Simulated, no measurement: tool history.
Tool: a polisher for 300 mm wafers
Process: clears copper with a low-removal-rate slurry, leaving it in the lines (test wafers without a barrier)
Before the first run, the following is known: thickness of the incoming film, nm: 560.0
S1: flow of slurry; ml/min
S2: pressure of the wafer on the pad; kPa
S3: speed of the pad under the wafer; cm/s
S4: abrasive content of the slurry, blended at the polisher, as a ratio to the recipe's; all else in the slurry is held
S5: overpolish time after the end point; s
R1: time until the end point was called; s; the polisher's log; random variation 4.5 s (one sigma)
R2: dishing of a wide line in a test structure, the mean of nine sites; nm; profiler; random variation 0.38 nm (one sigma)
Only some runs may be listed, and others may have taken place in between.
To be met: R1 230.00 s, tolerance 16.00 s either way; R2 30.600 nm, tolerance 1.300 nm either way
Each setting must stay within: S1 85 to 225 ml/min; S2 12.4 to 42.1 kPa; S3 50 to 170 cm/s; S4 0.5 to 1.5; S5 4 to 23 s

run,hour,S1,S2,S3,S4,S5,R1,R2
1,0.0,145,26.9,110,1.0,12,133.88,32.835
2,6.0,145,26.9,110,1.2,12,129.93,33.585
3,9.2,145,26.9,122,1.2,12,121.19,36.500
4,15.7,155,26.9,122,1.2,12,119.83,36.820
5,19.3,155,26.9,112,1.2,12,130.05,34.186
6,27.1,155,24.8,110,1.2,13,142.33,33.726
7,31.1,155,23.4,110,1.2,14,150.61,33.927
8,36.7,155,22.1,110,1.2,15,164.71,34.273
9,38.5,155,21.4,110,1.2,15,160.30,34.118
10,43.7,155,20.0,110,1.2,15,176.99,31.259
11,49.4,155,19.3,110,1.2,15,184.42,30.807
12,56.4,155,18.6,110,1.2,15,188.26,29.539

Which one of the following 4 next-run settings gets every result inside its allowed miss? There is exactly one.
A,63.4,170,13.1,154,1.4,18,?,?
B,63.4,140,16.5,92,1.1,23,?,?
C,63.4,170,13.1,124,1.4,19,?,?
D,63.4,150,16.5,100,1.3,17,?,?

move,R1,R2
A,176.08,35.073
B,249.26,32.747
C,217.54,30.822
D,220.98,28.046
A: lands further from the targets than the last run did
B: moves the result that the last run missed by most past its target, out the other side
C: all results land within tolerance of their targets
D: brings the last run's worst result on target, with another outside its allowed miss
Correct choice: C, which meets every target
